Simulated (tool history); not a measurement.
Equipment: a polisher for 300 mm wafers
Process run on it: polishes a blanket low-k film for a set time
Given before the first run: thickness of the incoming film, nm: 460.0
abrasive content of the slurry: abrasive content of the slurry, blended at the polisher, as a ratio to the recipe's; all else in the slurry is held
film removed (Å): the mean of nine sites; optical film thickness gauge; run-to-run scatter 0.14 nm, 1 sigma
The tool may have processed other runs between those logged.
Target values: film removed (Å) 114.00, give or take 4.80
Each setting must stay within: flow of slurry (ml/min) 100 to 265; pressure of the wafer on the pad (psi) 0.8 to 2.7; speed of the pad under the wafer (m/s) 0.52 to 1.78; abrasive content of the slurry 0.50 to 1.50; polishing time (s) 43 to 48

| run | hour | flow of slurry (ml/min) | pressure of the wafer on the pad (psi) | speed of the pad under the wafer (m/s) | abrasive content of the slurry | polishing time (s) | film removed (Å) |
|---|---|---|---|---|---|---|---|
| 1 | 0.0 | 170 | 1.7 | 1.14 | 1.00 | 48 | 174.90 |
| 2 | 7.5 | 170 | 2.0 | 1.14 | 1.00 | 48 | 204.69 |
| 3 | 13.4 | 170 | 2.0 | 1.14 | 1.10 | 48 | 216.65 |
| 4 | 14.2 | 170 | 1.7 | 1.12 | 1.10 | 48 | 180.48 |
| 5 | 18.1 | 170 | 1.5 | 1.10 | 1.10 | 48 | 157.11 |
| 6 | 22.8 | 170 | 1.5 | 0.92 | 1.10 | 48 | 139.62 |
| 7 | 28.2 | 170 | 1.4 | 0.92 | 1.10 | 48 | 130.58 |
| 8 | 32.3 | 170 | 1.3 | 0.92 | 1.10 | 48 | 123.05 |

Consider the 4 candidate settings below. Which is the only one whose results all fall within their allowed miss of target?
| A | 36.4 | 150 | 1.6 | 0.86 | 1.10 | 46 | ? |
| B | 36.4 | 165 | 1.4 | 0.88 | 1.15 | 47 | ? |
| C | 36.4 | 190 | 1.3 | 0.86 | 1.20 | 44 | ? |
| D | 36.4 | 185 | 1.5 | 0.88 | 1.10 | 44 | ? |

| move | film removed (Å) |
|---|---|
| A | 135.40 |
| B | 127.55 |
| C | 113.44 |
| D | 126.58 |
A: misses by more than the last run did
B: misses by more than the last run did
C: every result within its allowed miss
D: misses by more than the last run did
Answer: C
